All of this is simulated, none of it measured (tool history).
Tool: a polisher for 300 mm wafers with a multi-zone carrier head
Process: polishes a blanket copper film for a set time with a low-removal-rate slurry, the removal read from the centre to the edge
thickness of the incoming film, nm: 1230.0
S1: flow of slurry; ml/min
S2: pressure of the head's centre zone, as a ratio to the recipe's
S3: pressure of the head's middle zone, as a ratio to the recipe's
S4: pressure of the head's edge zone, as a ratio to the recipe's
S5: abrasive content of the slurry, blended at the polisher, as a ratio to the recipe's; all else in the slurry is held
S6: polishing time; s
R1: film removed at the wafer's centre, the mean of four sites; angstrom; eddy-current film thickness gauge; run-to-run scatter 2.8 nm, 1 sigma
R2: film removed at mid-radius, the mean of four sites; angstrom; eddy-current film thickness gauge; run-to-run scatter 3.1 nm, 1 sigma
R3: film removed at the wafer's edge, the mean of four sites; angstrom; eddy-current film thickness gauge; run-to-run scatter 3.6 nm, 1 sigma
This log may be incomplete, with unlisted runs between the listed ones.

run  hour   S1    S2    S3    S4    S5  S6      R1      R2      R3
  1     0  310     1     1     1     1  79  2885.2  3011.8  2990.6
  2     1  270     1     1     1     1  79  2838.1  2971.1  2885.4
  3   6.3  270  0.95     1     1     1  79  2748.8  2998.2  2912.6
  4  11.3  300  0.98  1.01  1.04   1.1  80  2941.4  3139.9  3042.6
  5  13.8  330  0.97  0.99  1.07   1.2  82  3105.5  3199.1  3261.5
  6  18.4  330  0.97  1.05  1.07   1.2  82  3066.6  3436.6  3283.8
  7  19.8  355  0.97  1.04   1.1  1.25  83  3125.9  3483.6  3338.7

Predict the results of run 8:
  8  21.2  355  0.96  1.02  1.11  1.3  85   ?   ?   ?

R1: 3189.5 angstrom
R2: 3556.9 angstrom
R3: 3567 angstrom

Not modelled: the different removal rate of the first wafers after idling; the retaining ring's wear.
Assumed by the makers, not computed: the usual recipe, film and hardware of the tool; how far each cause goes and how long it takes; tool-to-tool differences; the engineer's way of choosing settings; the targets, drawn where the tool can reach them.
